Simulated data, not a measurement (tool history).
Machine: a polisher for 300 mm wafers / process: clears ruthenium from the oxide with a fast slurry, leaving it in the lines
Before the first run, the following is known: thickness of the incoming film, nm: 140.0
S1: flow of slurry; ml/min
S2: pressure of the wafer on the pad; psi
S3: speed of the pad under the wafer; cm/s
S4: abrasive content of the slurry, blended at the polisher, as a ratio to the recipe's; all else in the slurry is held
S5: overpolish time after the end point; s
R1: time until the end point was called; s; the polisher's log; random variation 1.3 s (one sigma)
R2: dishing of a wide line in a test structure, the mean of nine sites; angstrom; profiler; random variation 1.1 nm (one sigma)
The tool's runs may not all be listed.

run    day   S1   S2  S3    S4  S5      R1      R2
  1      0  295    3  84     1  25  38.297  560.83
  2  0.292  270    3  84     1  25  38.411  544.01
  3  0.571  200    3  84     1  25  40.058  533.79
  4  0.742  200    3  84     1  20  39.727  479.85
  5  0.879  200  2.8  82     1  22  43.558  485.53
  6  1.121  200  2.7  80     1  23  45.974  464.86
  7  1.425  195  1.9  64  0.95  35  77.336  434.42

What will run 8 give?
  8  1.688  195  1.9  64  0.95  35   ?   ?

R1: 79.85 s
R2: 440.18 angstrom

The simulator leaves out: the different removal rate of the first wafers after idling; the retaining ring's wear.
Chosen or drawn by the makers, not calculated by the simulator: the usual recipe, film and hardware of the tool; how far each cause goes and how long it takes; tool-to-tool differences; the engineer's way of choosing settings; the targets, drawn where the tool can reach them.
